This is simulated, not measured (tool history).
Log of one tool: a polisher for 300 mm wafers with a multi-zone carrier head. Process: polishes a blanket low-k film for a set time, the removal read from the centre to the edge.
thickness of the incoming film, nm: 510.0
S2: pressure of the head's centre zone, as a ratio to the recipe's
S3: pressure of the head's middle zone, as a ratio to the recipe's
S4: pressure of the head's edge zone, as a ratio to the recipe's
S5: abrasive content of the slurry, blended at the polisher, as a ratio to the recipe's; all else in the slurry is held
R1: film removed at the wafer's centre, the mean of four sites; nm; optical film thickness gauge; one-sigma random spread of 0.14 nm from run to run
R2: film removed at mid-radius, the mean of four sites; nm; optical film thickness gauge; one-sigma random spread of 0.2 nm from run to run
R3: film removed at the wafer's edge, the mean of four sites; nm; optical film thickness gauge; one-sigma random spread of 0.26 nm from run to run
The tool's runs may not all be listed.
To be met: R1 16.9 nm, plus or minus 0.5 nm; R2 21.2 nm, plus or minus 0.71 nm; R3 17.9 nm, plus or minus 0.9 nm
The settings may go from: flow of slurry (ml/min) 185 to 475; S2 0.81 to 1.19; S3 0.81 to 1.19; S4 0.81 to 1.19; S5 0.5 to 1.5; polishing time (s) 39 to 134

run 1 hour=0 | flow_of_slurry_(ml/min)=305 S2=1 S3=1 S4=1 S5=1 polishing_time_(s)=86 | R1=25.722 R2=25.592 R3=26.281
run 2 hour=5.5 | flow_of_slurry_(ml/min)=305 S2=1 S3=1 S4=0.93 S5=1 polishing_time_(s)=86 | R1=25.863 R2=25.479 R3=25.422
run 3 hour=11.8 | flow_of_slurry_(ml/min)=305 S2=1 S3=1 S4=0.93 S5=1.15 polishing_time_(s)=86 | R1=27.9 R2=26.936 R3=27.033
run 4 hour=20.1 | flow_of_slurry_(ml/min)=305 S2=1 S3=0.93 S4=0.93 S5=1.15 polishing_time_(s)=86 | R1=27.815 R2=25.394 R3=26.363
run 5 hour=21.5 | flow_of_slurry_(ml/min)=305 S2=1 S3=0.9 S4=0.93 S5=1.15 polishing_time_(s)=86 | R1=27.271 R2=25.353 R3=26.809
run 6 hour=23.7 | flow_of_slurry_(ml/min)=310 S2=0.97 S3=0.95 S4=0.91 S5=1 polishing_time_(s)=84 | R1=24.889 R2=23.968 R3=24.211
run 7 hour=29.4 | flow_of_slurry_(ml/min)=300 S2=0.94 S3=0.99 S4=0.9 S5=0.9 polishing_time_(s)=83 | R1=23.144 R2=23.553 R3=22.773
run 8 hour=32.3 | flow_of_slurry_(ml/min)=295 S2=0.91 S3=1.02 S4=0.9 S5=0.8 polishing_time_(s)=82 | R1=20.887 R2=22.5 R3=20.854
run 9 hour=38.5 | flow_of_slurry_(ml/min)=290 S2=0.89 S3=1.03 S4=0.9 S5=0.75 polishing_time_(s)=82 | R1=19.641 R2=22.07 R3=21.06
run 10 hour=43.7 | flow_of_slurry_(ml/min)=295 S2=0.88 S3=1.05 S4=0.88 S5=0.7 polishing_time_(s)=82 | R1=18.544 R2=21.847 R3=20.405
run 11 hour=48.7 | flow_of_slurry_(ml/min)=280 S2=0.89 S3=1.07 S4=0.87 S5=0.7 polishing_time_(s)=82 | R1=19.093 R2=21.752 R3=20.203
run 12 hour=57.2 | flow_of_slurry_(ml/min)=280 S2=0.89 S3=1.07 S4=0.87 S5=0.7 polishing_time_(s)=82 | R1=19.217 R2=21.619 R3=19.791
run 13 hour=63.2 | flow_of_slurry_(ml/min)=280 S2=0.88 S3=1.09 S4=0.86 S5=0.7 polishing_time_(s)=82 | R1=18.697 R2=22.092 R3=19.268
run 14 hour=71.6 | flow_of_slurry_(ml/min)=275 S2=0.87 S3=1.09 S4=0.85 S5=0.7 polishing_time_(s)=82 | R1=18.564 R2=22.378 R3=19.257
run 15 hour=77 | flow_of_slurry_(ml/min)=270 S2=0.83 S3=1.08 S4=0.81 S5=0.55 polishing_time_(s)=82 | R1=15.681 R2=19.715 R3=16.834
run 16 hour=78.5 | flow_of_slurry_(ml/min)=280 S2=0.84 S3=1.09 S4=0.82 S5=0.55 polishing_time_(s)=82 | R1=15.852 R2=19.621 R3=17.189
run 17 hour=86.3 | flow_of_slurry_(ml/min)=280 S2=0.85 S3=1.11 S4=0.83 S5=0.55 polishing_time_(s)=82 | R1=16.178 R2=19.769 R3=16.885

5 candidate next runs follow, results not yet known. Just one meets every target within its allowed miss. Identify it.
run A hour=94.1 | flow_of_slurry_(ml/min)=205 S2=0.9 S3=1.09 S4=0.89 S5=0.9 polishing_time_(s)=68 | R1=? R2=? R3=?
run B hour=94.1 | flow_of_slurry_(ml/min)=225 S2=0.91 S3=1.15 S4=0.81 S5=0.6 polishing_time_(s)=79 | R1=? R2=? R3=?
run C hour=94.1 | flow_of_slurry_(ml/min)=365 S2=0.86 S3=1.16 S4=0.83 S5=0.6 polishing_time_(s)=79 | R1=? R2=? R3=?
run D hour=94.1 | flow_of_slurry_(ml/min)=330 S2=0.86 S3=1.07 S4=0.85 S5=0.65 polishing_time_(s)=77 | R1=? R2=? R3=?
run E hour=94.1 | flow_of_slurry_(ml/min)=295 S2=0.89 S3=1.14 S4=0.82 S5=0.6 polishing_time_(s)=82 | R1=? R2=? R3=?

move=A R1=16.92 R2=19.412 R3=18.155
move=B R1=16.833 R2=19.826 R3=17.028
move=C R1=16.991 R2=21.108 R3=17.961
move=D R1=17.013 R2=19.972 R3=18.258
move=E R1=17.795 R2=21.187 R3=18.254
A: misses by more than the last run did
B: about as far from the targets as the last run
C: every result within its allowed miss
D: better than the last run, though not everything is in spec
E: brings the last run's worst result on target, with another outside its allowed miss
The move that meets every target is C.
